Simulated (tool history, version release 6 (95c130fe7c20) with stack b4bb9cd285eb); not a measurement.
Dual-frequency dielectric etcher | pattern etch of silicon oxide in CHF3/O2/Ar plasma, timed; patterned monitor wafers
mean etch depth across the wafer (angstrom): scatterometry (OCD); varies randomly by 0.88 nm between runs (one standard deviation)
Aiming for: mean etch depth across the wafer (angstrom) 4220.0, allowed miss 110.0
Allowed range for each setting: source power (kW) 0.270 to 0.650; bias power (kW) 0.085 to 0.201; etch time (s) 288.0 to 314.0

run,hour,source power (kW),bias power (kW),etch time (s),mean etch depth across the wafer (angstrom)
1,0.0,0.460,0.143,314.0,4759.9
2,7.8,0.450,0.142,313.5,4699.6
3,14.2,0.450,0.163,313.5,4998.0
4,19.7,0.430,0.161,313.0,4900.5
5,21.0,0.430,0.161,314.0,4900.6
6,29.2,0.430,0.185,314.0,5226.7
7,32.8,0.420,0.181,312.5,5105.4
8,37.0,0.410,0.177,311.0,4971.4
9,41.3,0.400,0.175,310.5,4904.8
10,46.1,0.390,0.173,310.0,4827.3
11,50.7,0.380,0.171,309.5,4748.6
12,57.4,0.370,0.170,309.0,4673.6
13,62.0,0.360,0.169,309.0,4622.2
14,63.7,0.280,0.156,304.0,3999.2
15,68.2,0.290,0.156,304.0,4038.6

Pick the move, out of 5, that brings all results within their allowed miss; only one does.
A,72.7,0.270,0.153,314.0,?
B,72.7,0.290,0.154,291.5,?
C,72.7,0.300,0.141,288.0,?
D,72.7,0.290,0.152,297.0,?
E,72.7,0.300,0.153,314.0,?

move,mean etch depth across the wafer (angstrom)
A,4043.7
B,3865.1
C,3710.6
D,3914.1
E,4202.8
A: about the same distance from the targets as the last run
B: its largest miss is bigger than the last run's
C: its largest miss is bigger than the last run's
D: its largest miss is bigger than the last run's
E: all results in spec
E is the move that brings every result within its allowed miss.

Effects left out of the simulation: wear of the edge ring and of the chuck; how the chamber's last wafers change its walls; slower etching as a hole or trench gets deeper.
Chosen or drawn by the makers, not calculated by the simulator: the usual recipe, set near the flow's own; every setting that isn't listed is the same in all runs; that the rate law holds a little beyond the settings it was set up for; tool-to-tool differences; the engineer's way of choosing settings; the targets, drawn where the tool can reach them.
